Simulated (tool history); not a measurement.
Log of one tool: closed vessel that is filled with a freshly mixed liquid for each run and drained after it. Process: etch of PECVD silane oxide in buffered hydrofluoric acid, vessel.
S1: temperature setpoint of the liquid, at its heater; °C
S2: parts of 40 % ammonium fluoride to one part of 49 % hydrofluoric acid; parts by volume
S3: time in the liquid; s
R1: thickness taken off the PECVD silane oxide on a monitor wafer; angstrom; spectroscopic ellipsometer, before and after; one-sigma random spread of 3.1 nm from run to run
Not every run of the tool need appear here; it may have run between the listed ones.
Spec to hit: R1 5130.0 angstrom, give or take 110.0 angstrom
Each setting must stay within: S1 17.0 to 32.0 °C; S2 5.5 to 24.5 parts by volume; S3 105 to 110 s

run,day,S1,S2,S3,R1
1,0.000,25.0,15.0,105,2449.6
2,0.208,26.5,13.5,105,2960.4
3,0.446,26.5,13.5,110,3039.3
4,0.604,28.0,12.5,110,3576.3
5,0.875,29.0,12.0,110,3986.0
6,1.075,29.0,14.5,110,3310.7
7,1.362,32.0,10.0,110,5571.2
8,1.692,31.5,10.0,110,5441.1
9,1.717,31.0,10.0,110,5251.2

Below are 5 possible settings for the next run. Only one of them brings all results inside the allowed miss of their targets. Which is it?
A,1.742,28.0,7.5,105,?
B,1.742,27.5,7.5,105,?
C,1.742,30.5,8.5,105,?
D,1.742,32.0,9.5,105,?
E,1.742,31.0,9.5,105,?

move,R1
A,5595.0
B,5448.4
C,5574.1
D,5475.5
E,5198.4
A: its largest miss is bigger than the last run's
B: its largest miss is bigger than the last run's
C: its largest miss is bigger than the last run's
D: its largest miss is bigger than the last run's
E: every result lands within tolerance
So the answer is move E, the one that meets all the targets.
